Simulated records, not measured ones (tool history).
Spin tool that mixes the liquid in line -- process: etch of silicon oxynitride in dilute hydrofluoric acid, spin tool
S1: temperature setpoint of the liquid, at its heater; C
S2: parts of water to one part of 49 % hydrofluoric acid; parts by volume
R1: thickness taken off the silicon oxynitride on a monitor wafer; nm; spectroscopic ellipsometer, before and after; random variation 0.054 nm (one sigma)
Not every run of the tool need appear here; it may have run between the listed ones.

run 1 day=0 | S1=26 S2=150 time_under_the_liquid_(s)=285 | R1=10.329
run 2 day=0.221 | S1=24.5 S2=150 time_under_the_liquid_(s)=285 | R1=9.4385
run 3 day=0.454 | S1=23.5 S2=150 time_under_the_liquid_(s)=285 | R1=9.1364
run 4 day=0.817 | S1=26.5 S2=150 time_under_the_liquid_(s)=285 | R1=10.528
run 5 day=1.192 | S1=26.5 S2=150 time_under_the_liquid_(s)=285 | R1=10.447
-- day=1.271 hydrofluoric acid flow meter replaced
run 6 day=1.271 | S1=26.5 S2=130 time_under_the_liquid_(s)=285 | R1=11.211

The next listed run, before its measurement:
run 7 day=1.479 | S1=24.5 S2=130 time_under_the_liquid_(s)=285 | R1=?

R1: 10.264 nm
